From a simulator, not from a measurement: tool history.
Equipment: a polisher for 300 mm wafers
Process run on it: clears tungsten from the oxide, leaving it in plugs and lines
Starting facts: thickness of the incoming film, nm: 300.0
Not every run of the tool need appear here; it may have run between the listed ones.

run  hour  flow of slurry (ml/min)  pressure of the wafer on the pad (kPa)  speed of the pad under the wafer (cm/s)  abrasive content of the slurry  overpolish time after the end point (s)  time until the end point was called (s)
  1     0                      185                                    21.4                                      114                               1                                       15                                   73.792
  2   7.5                      185                                    22.8                                      116                               1                                       15                                   70.822
  3   9.6                      185                                    22.8                                      116                             1.2                                       15                                   65.132
  4    13                      185                                    23.4                                      116                             1.2                                       15                                   64.082
  5  16.2                      155                                    23.4                                      116                             1.2                                       15                                   65.125
  6  18.6                      155                                    24.1                                      116                             1.2                                       15                                   64.238

Expected results for the next run?
  7  20.5                      155                                    24.1                                      116                             1.2                                       15                                        ?

time until the end point was called (s): 64.903
